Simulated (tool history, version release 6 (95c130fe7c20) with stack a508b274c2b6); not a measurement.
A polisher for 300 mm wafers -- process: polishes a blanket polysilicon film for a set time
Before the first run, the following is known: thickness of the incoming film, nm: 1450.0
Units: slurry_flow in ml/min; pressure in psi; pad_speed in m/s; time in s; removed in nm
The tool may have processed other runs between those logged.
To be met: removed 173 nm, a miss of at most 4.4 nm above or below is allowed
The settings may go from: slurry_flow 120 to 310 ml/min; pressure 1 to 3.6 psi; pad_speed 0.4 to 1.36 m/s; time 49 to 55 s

run,hour,slurry_flow,pressure,pad_speed,time,removed
1,0,200,2.3,0.88,55,253.96
2,7.7,200,2.3,0.88,55,251.5
3,15,200,2.9,0.88,55,316.93
4,18.7,160,2.9,0.88,55,305.97
5,23.3,160,2.3,0.88,55,239.13
6,32.1,160,2.3,0.88,55,242.54
7,33.9,155,2.1,0.88,55,222.75
8,38.2,150,2,0.88,55,211.28
9,38.7,145,1.9,0.88,55,198.89
10,44.3,140,1.8,0.88,55,186.71
11,51.9,135,1.8,0.88,55,184.91

5 next moves are on the table. One of them brings every result within its allowed miss. Which?
A,59.5,195,1.5,1.08,49,?
B,59.5,125,1.8,0.96,55,?
C,59.5,130,2.6,0.76,49,?
D,59.5,120,2.1,0.82,49,?
E,59.5,125,2,0.92,54,?

move,removed
A,180.78
B,197.46
C,202.2
D,173.33
E,205.89
A: closes in on the targets versus the last run, not all within tolerance yet
B: its largest miss is bigger than the last run's
C: its largest miss is bigger than the last run's
D: meets every target
E: its largest miss is bigger than the last run's
D is the move that brings every result within its allowed miss.
